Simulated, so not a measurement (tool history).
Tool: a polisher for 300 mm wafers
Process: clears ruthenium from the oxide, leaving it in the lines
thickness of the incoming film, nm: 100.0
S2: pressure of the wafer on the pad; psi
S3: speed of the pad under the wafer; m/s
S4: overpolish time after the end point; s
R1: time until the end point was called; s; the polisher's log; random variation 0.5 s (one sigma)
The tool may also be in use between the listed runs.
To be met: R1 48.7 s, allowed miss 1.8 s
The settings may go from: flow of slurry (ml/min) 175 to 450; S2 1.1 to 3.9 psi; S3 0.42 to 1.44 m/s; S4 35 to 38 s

{"run": 1, "hour": 0.0, "flow of slurry (ml/min)": 290, "S2": 2.5, "S3": 0.92, "S4": 35, "R1": 82.962}
{"run": 2, "hour": 8.8, "flow of slurry (ml/min)": 290, "S2": 2.7, "S3": 0.92, "S4": 35, "R1": 76.029}
{"run": 3, "hour": 16.1, "flow of slurry (ml/min)": 290, "S2": 2.9, "S3": 0.92, "S4": 35, "R1": 72.499}
{"run": 4, "hour": 20.0, "flow of slurry (ml/min)": 290, "S2": 3.1, "S3": 0.94, "S4": 35, "R1": 66.095}
{"run": 5, "hour": 22.9, "flow of slurry (ml/min)": 290, "S2": 3.2, "S3": 0.94, "S4": 35, "R1": 63.186}
{"run": 6, "hour": 28.7, "flow of slurry (ml/min)": 230, "S2": 3.2, "S3": 0.94, "S4": 35, "R1": 65.591}
{"run": 7, "hour": 32.6, "flow of slurry (ml/min)": 230, "S2": 3.2, "S3": 0.94, "S4": 35, "R1": 64.414}
{"run": 8, "hour": 41.3, "flow of slurry (ml/min)": 230, "S2": 3.3, "S3": 0.94, "S4": 35, "R1": 63.735}
{"run": 9, "hour": 42.0, "flow of slurry (ml/min)": 235, "S2": 3.4, "S3": 0.94, "S4": 35, "R1": 61.998}
{"run": 10, "hour": 47.6, "flow of slurry (ml/min)": 240, "S2": 3.5, "S3": 0.96, "S4": 35, "R1": 58.823}
{"run": 11, "hour": 49.9, "flow of slurry (ml/min)": 240, "S2": 3.6, "S3": 0.98, "S4": 35, "R1": 56.493}
{"run": 12, "hour": 57.3, "flow of slurry (ml/min)": 240, "S2": 3.6, "S3": 1, "S4": 35, "R1": 54.768}
{"hour": 61.5, "done": "head pressure recalibrated"}
{"run": 13, "hour": 61.5, "flow of slurry (ml/min)": 245, "S2": 3.8, "S3": 1.02, "S4": 35, "R1": 54.574}
{"run": 14, "hour": 70.2, "flow of slurry (ml/min)": 245, "S2": 3.8, "S3": 1.04, "S4": 35, "R1": 54.438}
{"run": 15, "hour": 75.7, "flow of slurry (ml/min)": 245, "S2": 3.8, "S3": 1.08, "S4": 35, "R1": 51.958}

Which of these 4 next moves meets every target?
{"run": "A", "hour": 81.2, "flow of slurry (ml/min)": 200, "S2": 3.7, "S3": 1.16, "S4": 36, "R1": "?"}
{"run": "B", "hour": 81.2, "flow of slurry (ml/min)": 230, "S2": 3.9, "S3": 1.24, "S4": 35, "R1": "?"}
{"run": "C", "hour": 81.2, "flow of slurry (ml/min)": 250, "S2": 3.6, "S3": 1.24, "S4": 35, "R1": "?"}
{"run": "D", "hour": 81.2, "flow of slurry (ml/min)": 285, "S2": 3.7, "S3": 0.94, "S4": 38, "R1": "?"}

move=A R1=51.593
move=B R1=45.262
move=C R1=48.439
move=D R1=59.194
A: nearer than the last run, and not there yet
B: takes the result that was furthest off past its target
C: meets every target
D: further off than the last run
Move C is the one to make.
